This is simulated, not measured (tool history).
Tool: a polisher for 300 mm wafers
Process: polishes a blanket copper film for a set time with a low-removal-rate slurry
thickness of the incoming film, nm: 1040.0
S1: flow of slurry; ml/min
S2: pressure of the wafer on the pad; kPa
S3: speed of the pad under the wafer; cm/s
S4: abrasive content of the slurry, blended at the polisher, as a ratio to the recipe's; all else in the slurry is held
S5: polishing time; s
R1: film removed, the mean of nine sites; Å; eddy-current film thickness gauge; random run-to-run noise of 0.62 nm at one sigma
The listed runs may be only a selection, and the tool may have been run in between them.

run	day	S1	S2	S3	S4	S5	R1
1	0.000	295	15.9	108	1.0	59	1313.60
2	0.058	295	15.9	98	1.0	59	1217.70
3	0.146	295	13.1	90	1.0	59	940.31
4	0.329	295	11.0	86	1.0	59	783.15
5	0.358	295	9.7	84	1.0	59	669.54
6	0.729	295	9.7	84	1.2	59	705.60
7	0.962	295	9.0	82	1.2	59	669.81

What will run 8 give?
8	1.054	295	6.9	72	1.2	59	?

R1: 469.15 Å
